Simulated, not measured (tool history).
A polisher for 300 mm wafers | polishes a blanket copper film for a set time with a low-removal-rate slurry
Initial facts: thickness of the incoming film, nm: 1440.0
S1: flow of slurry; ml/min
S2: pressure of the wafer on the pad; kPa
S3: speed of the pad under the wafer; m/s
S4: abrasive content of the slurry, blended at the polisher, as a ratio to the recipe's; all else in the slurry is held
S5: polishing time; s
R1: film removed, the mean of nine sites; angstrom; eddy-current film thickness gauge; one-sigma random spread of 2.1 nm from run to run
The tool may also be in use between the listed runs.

run 1 hour=0 | S1=300 S2=13.8 S3=0.88 S4=1 S5=50 | R1=1068.5
run 2 hour=5.3 | S1=300 S2=14.5 S3=0.88 S4=1 S5=50 | R1=1088.7
run 3 hour=6.6 | S1=300 S2=11 S3=0.88 S4=1 S5=50 | R1=833.91
run 4 hour=11 | S1=300 S2=11 S3=0.88 S4=0.85 S5=50 | R1=804.67
run 5 hour=14.8 | S1=300 S2=11 S3=0.96 S4=0.85 S5=50 | R1=843.49
run 6 hour=19.6 | S1=300 S2=12.4 S3=0.96 S4=0.85 S5=50 | R1=950.85
run 7 hour=23 | S1=300 S2=13.1 S3=0.96 S4=0.85 S5=50 | R1=1043.9
run 8 hour=28 | S1=300 S2=13.8 S3=0.96 S4=0.85 S5=50 | R1=1048.7

For run 9, what comes out?
run 9 hour=30.4 | S1=300 S2=13.8 S3=0.96 S4=0.85 S5=50 | R1=?

R1: 1068.7 angstrom
